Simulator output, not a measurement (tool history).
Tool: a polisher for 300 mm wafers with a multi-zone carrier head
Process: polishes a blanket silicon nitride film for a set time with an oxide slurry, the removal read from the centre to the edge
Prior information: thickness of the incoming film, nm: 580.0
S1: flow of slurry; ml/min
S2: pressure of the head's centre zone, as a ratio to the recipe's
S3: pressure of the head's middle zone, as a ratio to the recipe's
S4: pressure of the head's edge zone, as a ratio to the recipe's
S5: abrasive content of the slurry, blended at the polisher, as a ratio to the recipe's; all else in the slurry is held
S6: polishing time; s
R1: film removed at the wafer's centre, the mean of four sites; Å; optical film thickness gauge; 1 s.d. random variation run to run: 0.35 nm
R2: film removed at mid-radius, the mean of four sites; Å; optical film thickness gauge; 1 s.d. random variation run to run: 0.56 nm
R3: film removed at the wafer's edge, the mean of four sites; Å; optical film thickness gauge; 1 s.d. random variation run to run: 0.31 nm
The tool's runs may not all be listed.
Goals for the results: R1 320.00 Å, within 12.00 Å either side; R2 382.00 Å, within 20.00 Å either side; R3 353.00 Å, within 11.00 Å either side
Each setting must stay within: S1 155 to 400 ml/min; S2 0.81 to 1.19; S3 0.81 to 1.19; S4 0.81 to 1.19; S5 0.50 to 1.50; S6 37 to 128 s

Run 1, hour 0.0: S1 255 ml/min, S2 1.00, S3 1.00, S4 1.00, S5 1.00, S6 82 s. Result: R1 553.06 Å, R2 564.34 Å, R3 564.80 Å.
Run 2, hour 2.4: S1 250 ml/min, S2 0.97, S3 1.00, S4 0.98, S5 0.90, S6 79 s. Result: R1 499.69 Å, R2 525.48 Å, R3 511.77 Å.
Run 3, hour 5.7: S1 245 ml/min, S2 0.94, S3 0.99, S4 0.97, S5 0.80, S6 77 s. Result: R1 454.41 Å, R2 479.99 Å, R3 480.47 Å.
Run 4, hour 10.4: S1 245 ml/min, S2 0.92, S3 1.00, S4 0.95, S5 0.75, S6 75 s. Result: R1 409.92 Å, R2 457.14 Å, R3 453.85 Å.
Run 5, hour 14.4: S1 245 ml/min, S2 0.92, S3 1.00, S4 0.95, S5 0.75, S6 87 s. Result: R1 472.16 Å, R2 531.82 Å, R3 526.02 Å.
Run 6, hour 17.1: S1 200 ml/min, S2 0.92, S3 1.00, S4 0.95, S5 0.75, S6 87 s. Result: R1 456.57 Å, R2 515.04 Å, R3 508.33 Å.
Run 7, hour 18.8: S1 165 ml/min, S2 0.87, S3 1.02, S4 0.85, S5 0.50, S6 70 s. Result: R1 278.96 Å, R2 345.77 Å, R3 317.42 Å.
Run 8, hour 21.3: S1 185 ml/min, S2 0.88, S3 1.02, S4 0.86, S5 0.50, S6 70 s. Result: R1 290.19 Å, R2 362.88 Å, R3 328.18 Å.
Run 9, hour 28.5: S1 195 ml/min, S2 0.89, S3 1.02, S4 0.87, S5 0.50, S6 70 s. Result: R1 299.41 Å, R2 356.44 Å, R3 328.64 Å.
Run 10, hour 34.7: S1 205 ml/min, S2 0.89, S3 1.02, S4 0.88, S5 0.50, S6 70 s. Result: R1 300.43 Å, R2 363.16 Å, R3 339.50 Å.
Run 11, hour 36.7: S1 215 ml/min, S2 0.89, S3 1.02, S4 0.88, S5 0.50, S6 70 s. Result: R1 302.06 Å, R2 356.60 Å, R3 331.92 Å.
Run 12, hour 45.3: S1 220 ml/min, S2 0.89, S3 1.03, S4 0.89, S5 0.50, S6 70 s. Result: R1 308.19 Å, R2 369.75 Å, R3 335.52 Å.
Run 13, hour 46.9: S1 225 ml/min, S2 0.89, S3 1.03, S4 0.90, S5 0.50, S6 70 s. Result: R1 303.36 Å, R2 365.75 Å, R3 342.85 Å.
Run 14, hour 53.3: S1 245 ml/min, S2 0.93, S3 1.06, S4 0.91, S5 0.55, S6 70 s. Result: R1 336.51 Å, R2 396.78 Å, R3 357.76 Å.

Next run, 5 choices. One meets every target within its allowed miss, the rest don't. Which?
Run A, hour 59.7: S1 260 ml/min, S2 0.96, S3 1.04, S4 0.92, S5 0.80, S6 58 s. Result: R1 ?, R2 ?, R3 ?.
Run B, hour 59.7: S1 235 ml/min, S2 0.89, S3 1.04, S4 0.94, S5 0.50, S6 65 s. Result: R1 ?, R2 ?, R3 ?.
Run C, hour 59.7: S1 200 ml/min, S2 0.88, S3 1.01, S4 0.85, S5 0.55, S6 73 s. Result: R1 ?, R2 ?, R3 ?.
Run D, hour 59.7: S1 260 ml/min, S2 1.01, S3 1.18, S4 0.87, S5 0.75, S6 58 s. Result: R1 ?, R2 ?, R3 ?.
Run E, hour 59.7: S1 200 ml/min, S2 0.87, S3 1.12, S4 0.84, S5 0.50, S6 77 s. Result: R1 ?, R2 ?, R3 ?.

move      R1      R2      R3
   A  348.35  388.66  353.20
   B  290.94  351.01  323.14
   C  327.82  391.52  355.16
   D  357.24  421.50  334.51
   E  327.96  432.41  356.74
A: its largest miss is bigger than the last run's
B: takes the biggest miss from the last run beyond its target
C: meets every target
D: its largest miss is bigger than the last run's
E: brings the result that was furthest off to its target, and leaves another outside
C is the move that brings every result within its allowed miss.
